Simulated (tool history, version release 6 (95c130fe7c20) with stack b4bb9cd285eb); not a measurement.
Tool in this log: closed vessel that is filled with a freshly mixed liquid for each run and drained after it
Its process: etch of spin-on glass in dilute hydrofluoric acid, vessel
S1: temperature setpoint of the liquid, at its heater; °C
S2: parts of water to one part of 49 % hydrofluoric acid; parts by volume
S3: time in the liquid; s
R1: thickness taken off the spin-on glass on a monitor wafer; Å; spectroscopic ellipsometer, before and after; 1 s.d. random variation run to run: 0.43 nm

run 1 day=0 | S1=25 S2=75 S3=90 | R1=690.56
run 2 day=0.317 | S1=25 S2=75 S3=90 | R1=677.54
run 3 day=0.388 | S1=23.5 S2=75 S3=90 | R1=651.59
run 4 day=0.712 | S1=23.5 S2=75 S3=90 | R1=646.58
run 5 day=0.758 | S1=22.5 S2=75 S3=90 | R1=617.02
run 6 day=1.054 | S1=22.5 S2=75 S3=95 | R1=660.04
run 7 day=1.117 | S1=21.5 S2=75 S3=95 | R1=630.04
run 8 day=1.354 | S1=21.5 S2=75 S3=95 | R1=632.13
run 9 day=1.671 | S1=20.5 S2=75 S3=95 | R1=605.14
run 10 day=2 | S1=20 S2=75 S3=95 | R1=600.39
run 11 day=2.358 | S1=19.5 S2=75 S3=95 | R1=581.73

For run 12, what comes out?
run 12 day=2.379 | S1=19 S2=75 S3=95 | R1=?

R1: 569.94 Å

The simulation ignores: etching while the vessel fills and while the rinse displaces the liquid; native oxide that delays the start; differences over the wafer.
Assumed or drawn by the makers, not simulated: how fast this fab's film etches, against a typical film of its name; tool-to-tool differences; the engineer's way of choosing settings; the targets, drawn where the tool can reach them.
